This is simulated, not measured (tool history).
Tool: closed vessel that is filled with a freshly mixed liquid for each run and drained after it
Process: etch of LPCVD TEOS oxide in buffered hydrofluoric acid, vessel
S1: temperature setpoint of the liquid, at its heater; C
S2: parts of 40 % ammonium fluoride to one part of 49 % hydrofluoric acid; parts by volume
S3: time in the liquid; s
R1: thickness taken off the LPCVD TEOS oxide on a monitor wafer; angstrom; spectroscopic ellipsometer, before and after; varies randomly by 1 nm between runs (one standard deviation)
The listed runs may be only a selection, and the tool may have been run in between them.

| run | hour | S1 | S2 | S3 | R1 |
|---|---|---|---|---|---|
| 1 | 0.0 | 22.0 | 13.0 | 105 | 1549.8 |
| 2 | 6.7 | 22.0 | 10.5 | 105 | 1919.5 |
| 3 | 9.5 | 25.0 | 10.5 | 105 | 2269.2 |
| 4 | 13.6 | 23.5 | 11.5 | 105 | 1945.6 |
| 5 | 17.1 | 23.5 | 11.5 | 105 | 1932.9 |
| 6 | 23.3 | 23.5 | 11.5 | 105 | 1895.3 |
| 7 | 25.4 | 23.5 | 11.5 | 105 | 1925.5 |

Predict the results of run 8:
| 8 | 29.6 | 22.5 | 12.0 | 105 | ? |

Run 8 gave R1 1725.8 angstrom.
